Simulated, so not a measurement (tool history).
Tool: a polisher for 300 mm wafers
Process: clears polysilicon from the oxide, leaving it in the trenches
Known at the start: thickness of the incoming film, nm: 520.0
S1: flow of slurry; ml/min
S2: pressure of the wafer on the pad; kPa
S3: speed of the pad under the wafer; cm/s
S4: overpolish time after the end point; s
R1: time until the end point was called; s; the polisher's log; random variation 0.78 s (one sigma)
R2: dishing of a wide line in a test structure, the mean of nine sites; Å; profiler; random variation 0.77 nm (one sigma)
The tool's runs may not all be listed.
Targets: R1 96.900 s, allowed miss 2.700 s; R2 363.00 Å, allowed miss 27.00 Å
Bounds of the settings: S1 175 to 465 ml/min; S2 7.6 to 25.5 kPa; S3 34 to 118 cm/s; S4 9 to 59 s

run,hour,S1,S2,S3,S4,R1,R2
1,0.0,295,16.5,76,30,61.242,553.92
2,3.0,295,15.2,76,26,65.813,530.23
3,5.4,295,19.3,76,26,53.266,542.75
4,13.2,295,19.3,76,32,53.411,537.77
5,14.1,295,19.3,76,43,52.144,563.63
6,17.2,295,17.9,74,37,58.090,536.42
7,21.9,295,17.9,74,37,58.663,565.72
8,24.4,275,16.5,74,32,62.558,533.99
9,26.1,260,15.2,72,28,69.803,547.81
10,26.9,295,13.8,72,25,75.261,521.65
11,34.2,325,13.1,72,22,77.983,499.62
12,41.3,350,12.4,72,20,81.616,484.26
13,42.4,370,11.7,72,18,85.653,452.22
14,51.3,370,11.7,72,18,85.096,475.39
15,54.0,385,11.0,72,16,87.901,441.09
16,54.7,400,10.3,72,15,91.285,406.60
17,60.5,410,10.3,72,15,93.282,421.23
18,67.6,420,10.3,72,14,92.609,401.90
19,76.1,430,10.3,72,13,92.171,389.90
20,83.6,435,10.3,72,13,91.572,390.21
21,86.1,440,10.3,72,13,93.277,385.96
22,94.9,440,10.3,72,13,90.684,379.57

Which of these 5 next moves meets every target?
A,103.7,465,9.7,72,9,?,?
B,103.7,465,9.7,68,9,?,?
C,103.7,330,11.7,74,16,?,?
D,103.7,420,12.4,58,12,?,?
E,103.7,465,9.7,82,9,?,?

move,R1,R2
A,98.020,312.23
B,103.200,301.83
C,83.553,459.43
D,97.193,373.43
E,87.099,336.48
A: brings the result that was furthest off to its target, and leaves another outside
B: takes the result that was furthest off past its target
C: further off than the last run
D: meets every target
E: further off than the last run
The right move is D.
